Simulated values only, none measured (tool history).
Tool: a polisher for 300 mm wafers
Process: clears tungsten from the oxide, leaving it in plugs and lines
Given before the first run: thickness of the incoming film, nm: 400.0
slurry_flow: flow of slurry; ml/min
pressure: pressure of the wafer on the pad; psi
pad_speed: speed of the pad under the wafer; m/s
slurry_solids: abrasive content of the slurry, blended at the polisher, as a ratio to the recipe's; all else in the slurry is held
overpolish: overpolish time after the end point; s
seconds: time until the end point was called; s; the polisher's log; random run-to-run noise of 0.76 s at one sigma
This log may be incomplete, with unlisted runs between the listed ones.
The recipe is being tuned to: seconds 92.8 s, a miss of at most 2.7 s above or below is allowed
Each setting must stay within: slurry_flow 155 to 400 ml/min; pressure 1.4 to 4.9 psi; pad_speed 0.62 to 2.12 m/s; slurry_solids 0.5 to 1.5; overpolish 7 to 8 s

| run | hour | slurry_flow | pressure | pad_speed | slurry_solids | overpolish | seconds |
|---|---|---|---|---|---|---|---|
| 1 | 0 | 255 | 3.1 | 1.36 | 1 | 8 | 67.699 |
| 2 | 7.3 | 255 | 3.1 | 1.36 | 1 | 7 | 68.146 |
| 3 | 8.6 | 255 | 3.5 | 1.36 | 1 | 7 | 61.07 |
| 4 | 11.2 | 305 | 3.5 | 1.36 | 1 | 7 | 58.865 |
| 5 | 15.2 | 300 | 3.2 | 1.36 | 1 | 7 | 64.613 |
| 6 | 21.3 | 295 | 3 | 1.36 | 1 | 7 | 68.285 |
| 7 | 24.2 | 285 | 2.8 | 1.36 | 1 | 7 | 73.349 |
| 8 | 30.8 | 270 | 2 | 1.34 | 1 | 7 | 98.143 |
| 9 | 37.5 | 275 | 2 | 1.34 | 1 | 7 | 98.963 |
| 10 | 42.7 | 280 | 2 | 1.34 | 1 | 7 | 98.368 |
| 11 | 45.3 | 285 | 2 | 1.34 | 1 | 7 | 96.753 |
| 12 | 48.6 | 290 | 2 | 1.34 | 1 | 7 | 98.933 |

5 next moves are on the table. One of them brings every result within its allowed miss. Which?
| A | 51.9 | 335 | 1.9 | 1.54 | 1.05 | 8 | ? |
| B | 51.9 | 320 | 2 | 1.26 | 1 | 8 | ? |
| C | 51.9 | 310 | 2.1 | 1.18 | 1.1 | 7 | ? |
| D | 51.9 | 245 | 2.8 | 0.96 | 1.45 | 7 | ? |
| E | 51.9 | 305 | 2.6 | 1.14 | 1.15 | 8 | ? |

| move | seconds |
|---|---|
| A | 85.898 |
| B | 102.16 |
| C | 101.59 |
| D | 91.155 |
| E | 86.67 |
A: takes the result that was furthest off past its target
B: lands further from the targets than the last run did
C: lands further from the targets than the last run did
D: all results in spec
E: takes the result that was furthest off past its target
Answer: D
